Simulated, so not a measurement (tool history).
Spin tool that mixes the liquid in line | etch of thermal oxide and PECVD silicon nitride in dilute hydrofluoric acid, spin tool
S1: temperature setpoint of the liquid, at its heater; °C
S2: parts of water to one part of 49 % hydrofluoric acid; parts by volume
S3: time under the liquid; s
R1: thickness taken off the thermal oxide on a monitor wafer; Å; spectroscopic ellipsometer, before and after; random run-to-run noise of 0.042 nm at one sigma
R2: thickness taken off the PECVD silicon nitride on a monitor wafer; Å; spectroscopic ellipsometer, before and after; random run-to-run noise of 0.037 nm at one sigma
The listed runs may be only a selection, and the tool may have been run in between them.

run 1 day=0.000 | S1=22.0 S2=70 S3=70 | R1=46.060 R2=52.933
run 2 day=0.288 | S1=22.0 S2=50 S3=70 | R1=66.936 R2=73.948
run 3 day=0.450 | S1=24.5 S2=50 S3=70 | R1=73.718 R2=88.434
run 4 day=0.604 | S1=23.0 S2=50 S3=70 | R1=69.504 R2=78.755
run 5 day=0.796 | S1=22.0 S2=50 S3=70 | R1=67.023 R2=73.968
run 6 day=0.983 | S1=21.0 S2=50 S3=70 | R1=63.601 R2=69.522
run 7 day=1.008 | S1=20.0 S2=50 S3=70 | R1=61.197 R2=64.333

Predict the results of run 8:
run 8 day=1.308 | S1=19.5 S2=50 S3=70 | R1=? R2=?

R1: 59.438 Å
R2: 62.965 Å
